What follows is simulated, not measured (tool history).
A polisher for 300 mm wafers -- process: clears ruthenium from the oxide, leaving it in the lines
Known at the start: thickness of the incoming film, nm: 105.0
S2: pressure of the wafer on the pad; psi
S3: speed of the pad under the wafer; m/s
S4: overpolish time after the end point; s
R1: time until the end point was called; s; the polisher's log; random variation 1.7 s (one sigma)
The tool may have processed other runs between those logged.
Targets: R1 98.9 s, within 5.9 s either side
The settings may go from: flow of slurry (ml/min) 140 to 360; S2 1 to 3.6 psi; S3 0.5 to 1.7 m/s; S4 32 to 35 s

run 1 hour=0 | flow_of_slurry_(ml/min)=230 S2=2.3 S3=1.1 S4=32 | R1=54.973
run 2 hour=2.2 | flow_of_slurry_(ml/min)=230 S2=2.3 S3=1.1 S4=35 | R1=56.023
run 3 hour=2.8 | flow_of_slurry_(ml/min)=230 S2=2.6 S3=1.1 S4=35 | R1=47.821
run 4 hour=8.7 | flow_of_slurry_(ml/min)=230 S2=2.3 S3=1.08 S4=35 | R1=55.709
run 5 hour=16.6 | flow_of_slurry_(ml/min)=230 S2=2.1 S3=1.06 S4=35 | R1=63.333
run 6 hour=22.7 | flow_of_slurry_(ml/min)=230 S2=2.5 S3=1.06 S4=35 | R1=53.407
run 7 hour=25.9 | flow_of_slurry_(ml/min)=230 S2=2.2 S3=1.04 S4=35 | R1=61.891
run 8 hour=28.6 | flow_of_slurry_(ml/min)=230 S2=2 S3=1.02 S4=35 | R1=68.297
-- hour=35.4 head pressure recalibrated
run 9 hour=35.4 | flow_of_slurry_(ml/min)=230 S2=1.8 S3=1.02 S4=35 | R1=79.695
run 10 hour=38.2 | flow_of_slurry_(ml/min)=230 S2=1.7 S3=1.02 S4=35 | R1=86.73
run 11 hour=43.2 | flow_of_slurry_(ml/min)=230 S2=1.6 S3=1.02 S4=35 | R1=93.828

Which single option among these 5 for the next run brings every result within its allowed miss of target? Just one does.
run A hour=48.2 | flow_of_slurry_(ml/min)=245 S2=1.6 S3=1.12 S4=35 | R1=?
run B hour=48.2 | flow_of_slurry_(ml/min)=180 S2=1.9 S3=0.94 S4=35 | R1=?
run C hour=48.2 | flow_of_slurry_(ml/min)=235 S2=1.7 S3=1 S4=35 | R1=?
run D hour=48.2 | flow_of_slurry_(ml/min)=255 S2=1.8 S3=0.94 S4=32 | R1=?
run E hour=48.2 | flow_of_slurry_(ml/min)=250 S2=1.3 S3=1.14 S4=35 | R1=?

move=A R1=84.436
move=B R1=88.607
move=C R1=89.364
move=D R1=88.935
move=E R1=100.92
A: further off than the last run
B: further off than the last run
C: further off than the last run
D: further off than the last run
E: every result within its allowed miss
E is the move that brings every result within its allowed miss.
